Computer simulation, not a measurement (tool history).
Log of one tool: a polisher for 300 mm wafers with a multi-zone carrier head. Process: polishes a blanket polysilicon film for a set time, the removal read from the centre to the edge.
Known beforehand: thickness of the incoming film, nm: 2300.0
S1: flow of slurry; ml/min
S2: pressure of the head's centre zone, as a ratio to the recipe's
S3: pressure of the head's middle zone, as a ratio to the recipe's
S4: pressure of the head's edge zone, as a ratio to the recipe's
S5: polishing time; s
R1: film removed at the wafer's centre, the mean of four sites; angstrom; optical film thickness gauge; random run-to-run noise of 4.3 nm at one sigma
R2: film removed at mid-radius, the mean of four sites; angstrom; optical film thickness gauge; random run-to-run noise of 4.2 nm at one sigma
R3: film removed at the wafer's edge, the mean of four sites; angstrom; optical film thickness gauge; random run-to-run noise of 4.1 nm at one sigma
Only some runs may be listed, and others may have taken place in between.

run	day	S1	S2	S3	S4	S5	R1	R2	R3
1	0.000	320	1.00	1.00	1.00	77	5612.6	5594.6	5502.6
2	0.229	320	1.06	1.00	1.00	77	5928.6	5584.5	5600.4
3	0.588	340	1.09	0.99	0.99	77	6055.8	5671.0	5515.0
4	0.821	335	1.12	0.97	1.00	77	6196.5	5509.6	5505.6
5	1.033	335	1.12	0.97	1.08	77	6292.1	5512.4	5790.8
6	1.221	285	1.12	0.97	1.08	77	6145.1	5442.1	5701.2
7	1.558	300	1.14	0.96	1.07	77	6269.0	5415.9	5657.5

Run 8 has not been measured yet. What should we expect?
8	1.908	310	1.15	0.96	1.07	77	?	?	?

Run 8 yielded R1 6334.9 angstrom, R2 5388.6 angstrom, R3 5733.1 angstrom.
